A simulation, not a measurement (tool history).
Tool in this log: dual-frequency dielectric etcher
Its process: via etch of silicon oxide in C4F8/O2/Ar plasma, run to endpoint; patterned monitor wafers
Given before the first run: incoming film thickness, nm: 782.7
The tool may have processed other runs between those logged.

| run | hour | source power (W) | bias power (W) | endpoint time (s) |
|---|---|---|---|---|
| 1 | 0.0 | 2610 | 1694 | 144.72 |
| 2 | 8.3 | 2380 | 1694 | 150.40 |
| 3 | 11.0 | 2570 | 1727 | 145.36 |
| 4 | 12.8 | 2570 | 1465 | 150.71 |
| 5 | 17.6 | 2760 | 1465 | 147.75 |
| 6 | 23.9 | 2950 | 1504 | 141.63 |
| 7 | 25.4 | 2950 | 1504 | 142.71 |

Predict the results of run 8:
| 8 | 33.1 | 3070 | 1528 | ? |

{"run 8": {"endpoint time (s)": 139.42}}

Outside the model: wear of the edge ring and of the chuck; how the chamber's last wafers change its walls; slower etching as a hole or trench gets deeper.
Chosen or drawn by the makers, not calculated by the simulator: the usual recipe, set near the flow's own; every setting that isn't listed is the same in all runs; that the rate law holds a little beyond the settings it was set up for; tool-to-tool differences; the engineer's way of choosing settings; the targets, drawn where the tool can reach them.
